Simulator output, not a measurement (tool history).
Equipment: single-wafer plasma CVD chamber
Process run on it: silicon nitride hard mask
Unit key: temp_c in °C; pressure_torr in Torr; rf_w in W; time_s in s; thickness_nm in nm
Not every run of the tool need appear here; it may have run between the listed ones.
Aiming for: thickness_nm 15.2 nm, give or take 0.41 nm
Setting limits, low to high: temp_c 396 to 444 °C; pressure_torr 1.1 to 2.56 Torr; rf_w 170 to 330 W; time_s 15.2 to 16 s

run    day  temp_c  pressure_torr  rf_w  time_s  thickness_nm
  1      0     420           1.83   250      16        17.294
  2  0.254     420           1.75   245      16        16.893
  3   0.35     420           1.75   225      16        16.113
  4  0.383     420           1.71   225      16        16.084
  5  0.425     420           1.68   220      16        15.728
  6  0.771     420           1.68   240      16        16.507
  7  0.871     420           1.63   235      16        16.129
  8  1.217     420           1.39   225    15.9        14.853

Of the 5 settings listed for the next run, only one would bring every result within its allowed miss of target. Which one?
  A  1.562     423           1.44   225    15.2             ?
  B  1.562     412           1.16   255    15.2             ?
  C  1.562     414           1.58   215    15.2             ?
  D  1.562     414           1.27   245      16             ?
  E  1.562     416           1.19   230      16             ?

move  thickness_nm
   A        14.287
   B        14.019
   C        14.503
   D        15.007
   E        14.133
A: the biggest miss grows against the last run
B: the biggest miss grows against the last run
C: the biggest miss grows against the last run
D: meets every target
E: the biggest miss grows against the last run
The move that meets every target is D.
